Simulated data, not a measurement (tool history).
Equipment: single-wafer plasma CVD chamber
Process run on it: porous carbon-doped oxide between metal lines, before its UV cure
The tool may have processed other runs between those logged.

run    day  heater temperature setpoint (K)  RF power (W)  deposition time (s)  mean film thickness on the monitor wafer (Å)
  1      0                           573.15           445                   34                                        1830.3
  2    0.1                           573.15           445                 32.4                                        1747.1
  3    0.2                           573.15           445                   34                                        1832.2
  4  0.333                           578.15           435                   34                                        1730.6
  5   0.45                           573.15           435                   34                                        1782.9
  6  0.817                           567.15           435                   34                                        1860.9
  7  1.167                           572.15           430                   34                                        1781.1
  8  1.246                           576.15           425                   34                                        1712.3
  9  1.562                           579.15           425                   34                                        1682.9

For run 10, what comes out?
 10  1.671                           581.15           425                   34                                             ?

mean film thickness on the monitor wafer (Å): 1666.6
